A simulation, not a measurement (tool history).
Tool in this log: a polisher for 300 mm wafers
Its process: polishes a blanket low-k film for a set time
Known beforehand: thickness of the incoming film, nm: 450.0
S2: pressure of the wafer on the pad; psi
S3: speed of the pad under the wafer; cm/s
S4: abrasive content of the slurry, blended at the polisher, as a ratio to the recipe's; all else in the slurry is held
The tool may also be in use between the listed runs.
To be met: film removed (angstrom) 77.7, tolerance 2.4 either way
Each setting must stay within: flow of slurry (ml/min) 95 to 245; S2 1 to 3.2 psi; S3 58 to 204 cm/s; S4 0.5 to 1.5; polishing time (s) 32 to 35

Run 1, hour 0: flow of slurry (ml/min) 155, S2 2.1 psi, S3 130 cm/s, S4 1, polishing time (s) 35. Result: film removed (angstrom) 158.36.
Run 2, hour 7.2: flow of slurry (ml/min) 155, S2 2.1 psi, S3 130 cm/s, S4 1, polishing time (s) 32. Result: film removed (angstrom) 145.13.
Run 3, hour 12: flow of slurry (ml/min) 170, S2 2.1 psi, S3 130 cm/s, S4 1, polishing time (s) 32. Result: film removed (angstrom) 147.07.
Run 4, hour 14.8: flow of slurry (ml/min) 170, S2 1.9 psi, S3 128 cm/s, S4 1, polishing time (s) 32. Result: film removed (angstrom) 132.19.
Run 5, hour 22.1: flow of slurry (ml/min) 170, S2 1.9 psi, S3 152 cm/s, S4 1, polishing time (s) 32. Result: film removed (angstrom) 148.65.
Run 6, hour 27.3: flow of slurry (ml/min) 170, S2 1.6 psi, S3 152 cm/s, S4 1, polishing time (s) 32. Result: film removed (angstrom) 126.36.
Run 7, hour 31.6: flow of slurry (ml/min) 170, S2 1.5 psi, S3 148 cm/s, S4 1, polishing time (s) 32. Result: film removed (angstrom) 116.58.
Run 8, hour 33: flow of slurry (ml/min) 170, S2 1.4 psi, S3 144 cm/s, S4 1, polishing time (s) 32. Result: film removed (angstrom) 106.67.
Run 9, hour 39.2: flow of slurry (ml/min) 170, S2 1.3 psi, S3 142 cm/s, S4 1, polishing time (s) 32. Result: film removed (angstrom) 99.818.
Run 10, hour 44.5: flow of slurry (ml/min) 140, S2 1 psi, S3 128 cm/s, S4 1, polishing time (s) 32. Result: film removed (angstrom) 69.133.
Run 11, hour 47.3: flow of slurry (ml/min) 145, S2 1 psi, S3 128 cm/s, S4 1, polishing time (s) 32. Result: film removed (angstrom) 69.513.
Run 12, hour 53.4: flow of slurry (ml/min) 180, S2 1.2 psi, S3 128 cm/s, S4 1, polishing time (s) 32. Result: film removed (angstrom) 86.695.
Run 13, hour 59.2: flow of slurry (ml/min) 140, S2 1.2 psi, S3 128 cm/s, S4 1, polishing time (s) 32. Result: film removed (angstrom) 82.825.
Run 14, hour 61.9: flow of slurry (ml/min) 135, S2 1.1 psi, S3 128 cm/s, S4 1, polishing time (s) 32. Result: film removed (angstrom) 75.324.
Run 15, hour 64: flow of slurry (ml/min) 135, S2 1.1 psi, S3 128 cm/s, S4 1, polishing time (s) 32. Result: film removed (angstrom) 75.707.

Consider the 5 candidate settings below. Which is the only one whose results all fall within their allowed miss of target?
Run A, hour 66.1: flow of slurry (ml/min) 110, S2 1.2 psi, S3 102 cm/s, S4 1, polishing time (s) 34. Result: film removed (angstrom) ?.
Run B, hour 66.1: flow of slurry (ml/min) 120, S2 1 psi, S3 142 cm/s, S4 1.1, polishing time (s) 32. Result: film removed (angstrom) ?.
Run C, hour 66.1: flow of slurry (ml/min) 125, S2 1.1 psi, S3 118 cm/s, S4 0.85, polishing time (s) 34. Result: film removed (angstrom) ?.
Run D, hour 66.1: flow of slurry (ml/min) 130, S2 1.1 psi, S3 124 cm/s, S4 0.9, polishing time (s) 35. Result: film removed (angstrom) ?.
Run E, hour 66.1: flow of slurry (ml/min) 95, S2 1.1 psi, S3 150 cm/s, S4 0.9, polishing time (s) 32. Result: film removed (angstrom) ?.

move  film removed (angstrom)
   A                   71.862
   B                   73.892
   C                   71.116
   D                   77.591
   E                   73.674
A: further off than the last run
B: further off than the last run
C: further off than the last run
D: all results in spec
E: further off than the last run
Go with D: it meets all targets.

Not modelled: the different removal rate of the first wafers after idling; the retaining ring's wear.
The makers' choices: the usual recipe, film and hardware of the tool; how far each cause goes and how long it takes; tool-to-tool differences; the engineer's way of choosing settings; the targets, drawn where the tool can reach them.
